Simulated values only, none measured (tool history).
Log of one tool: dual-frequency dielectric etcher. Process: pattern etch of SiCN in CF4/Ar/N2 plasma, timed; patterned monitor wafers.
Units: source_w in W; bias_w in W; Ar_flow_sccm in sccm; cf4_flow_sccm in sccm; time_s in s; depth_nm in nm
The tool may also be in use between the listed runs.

| run | hour | source_w | bias_w | Ar_flow_sccm | cf4_flow_sccm | time_s | depth_nm |
|---|---|---|---|---|---|---|---|
| 1 | 0.0 | 510 | 75 | 112 | 84 | 114.0 | 116.370 |
| 2 | 1.0 | 510 | 75 | 124 | 84 | 114.0 | 113.580 |
| 3 | 7.9 | 440 | 75 | 124 | 84 | 114.0 | 97.200 |
| 4 | 15.2 | 440 | 75 | 124 | 69 | 114.0 | 95.074 |
| 5 | 19.3 | 440 | 75 | 124 | 69 | 104.5 | 86.795 |
| 6 | 22.7 | 460 | 75 | 124 | 69 | 104.5 | 90.837 |
| 7 | 26.9 | 480 | 75 | 124 | 69 | 104.5 | 94.767 |
| 8 | 29.0 | 490 | 75 | 124 | 69 | 104.5 | 96.566 |

Run 9 comes next. What will it give?
| 9 | 36.9 | 500 | 75 | 124 | 69 | 104.5 | ? |

Run 9 gave depth_nm 99.464 nm.

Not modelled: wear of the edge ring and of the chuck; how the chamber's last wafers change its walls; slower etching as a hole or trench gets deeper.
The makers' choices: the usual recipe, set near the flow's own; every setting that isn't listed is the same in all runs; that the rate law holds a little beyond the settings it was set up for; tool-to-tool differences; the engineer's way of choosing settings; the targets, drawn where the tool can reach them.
